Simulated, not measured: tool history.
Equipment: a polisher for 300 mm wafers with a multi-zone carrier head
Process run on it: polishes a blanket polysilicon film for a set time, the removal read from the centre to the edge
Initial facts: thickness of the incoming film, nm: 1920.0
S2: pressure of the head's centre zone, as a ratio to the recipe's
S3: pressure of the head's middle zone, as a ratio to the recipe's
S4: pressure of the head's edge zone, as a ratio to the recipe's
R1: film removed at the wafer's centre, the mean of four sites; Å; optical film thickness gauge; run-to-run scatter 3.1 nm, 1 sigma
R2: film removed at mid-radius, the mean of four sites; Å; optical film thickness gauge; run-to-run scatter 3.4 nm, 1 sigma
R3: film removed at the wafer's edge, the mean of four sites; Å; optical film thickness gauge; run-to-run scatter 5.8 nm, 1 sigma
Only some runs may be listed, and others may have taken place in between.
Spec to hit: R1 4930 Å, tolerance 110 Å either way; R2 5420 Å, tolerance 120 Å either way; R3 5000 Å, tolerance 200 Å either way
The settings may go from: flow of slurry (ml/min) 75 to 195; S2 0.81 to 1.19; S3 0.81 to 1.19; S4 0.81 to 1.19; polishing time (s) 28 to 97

run 1 hour=0 | flow_of_slurry_(ml/min)=125 S2=1 S3=1 S4=1 polishing_time_(s)=62 | R1=8597.8 R2=7754.2 R3=7402.3
run 2 hour=0.6 | flow_of_slurry_(ml/min)=125 S2=1 S3=1 S4=1.08 polishing_time_(s)=62 | R1=8555.3 R2=7723.9 R3=7641
run 3 hour=6.6 | flow_of_slurry_(ml/min)=120 S2=0.98 S3=1 S4=1.06 polishing_time_(s)=60 | R1=8122.6 R2=7472.3 R3=7543.2
run 4 hour=8.6 | flow_of_slurry_(ml/min)=120 S2=0.97 S3=1.01 S4=1.04 polishing_time_(s)=57 | R1=7551.2 R2=7088 R3=6955.3
run 5 hour=11.3 | flow_of_slurry_(ml/min)=120 S2=0.97 S3=0.95 S4=1.04 polishing_time_(s)=57 | R1=7701.5 R2=6729.5 R3=6966.8
run 6 hour=18.6 | flow_of_slurry_(ml/min)=120 S2=0.97 S3=0.95 S4=1.04 polishing_time_(s)=45 | R1=6038.1 R2=5348.5 R3=5586.6
run 7 hour=25.9 | flow_of_slurry_(ml/min)=115 S2=0.96 S3=0.96 S4=1.02 polishing_time_(s)=45 | R1=5906.3 R2=5314.7 R3=5444.6
run 8 hour=27.2 | flow_of_slurry_(ml/min)=110 S2=0.95 S3=0.97 S4=1.01 polishing_time_(s)=45 | R1=5851.6 R2=5371.4 R3=5411.7
run 9 hour=28.5 | flow_of_slurry_(ml/min)=105 S2=0.94 S3=0.98 S4=1 polishing_time_(s)=45 | R1=5696.1 R2=5363.7 R3=5407.8
-- hour=29.5 centre zone pressure recalibrated
run 10 hour=29.5 | flow_of_slurry_(ml/min)=80 S2=0.86 S3=1.07 S4=0.9 polishing_time_(s)=44 | R1=4524.6 R2=5392.7 R3=4814

Below are 4 possible settings for the next run. Only one of them brings all results inside the allowed miss of their targets. Which is it?
run A hour=30.5 | flow_of_slurry_(ml/min)=90 S2=0.96 S3=0.98 S4=0.81 polishing_time_(s)=45 | R1=? R2=? R3=?
run B hour=30.5 | flow_of_slurry_(ml/min)=75 S2=0.91 S3=1.04 S4=0.89 polishing_time_(s)=46 | R1=? R2=? R3=?
run C hour=30.5 | flow_of_slurry_(ml/min)=110 S2=0.95 S3=1.08 S4=0.88 polishing_time_(s)=41 | R1=? R2=? R3=?
run D hour=30.5 | flow_of_slurry_(ml/min)=130 S2=1.05 S3=1.1 S4=0.98 polishing_time_(s)=39 | R1=? R2=? R3=?

move=A R1=5197.9 R2=5229.7 R3=4883.3
move=B R1=4895 R2=5441.1 R3=5089.5
move=C R1=4888.1 R2=5355 R3=4720
move=D R1=5217.4 R2=5313 R3=4809.1
A: carries the result that was furthest off beyond its target, to the other side
B: every result within its allowed miss
C: the worst result of the last run now meets its target, but another is out of spec
D: carries the result that was furthest off beyond its target, to the other side
Answer: B
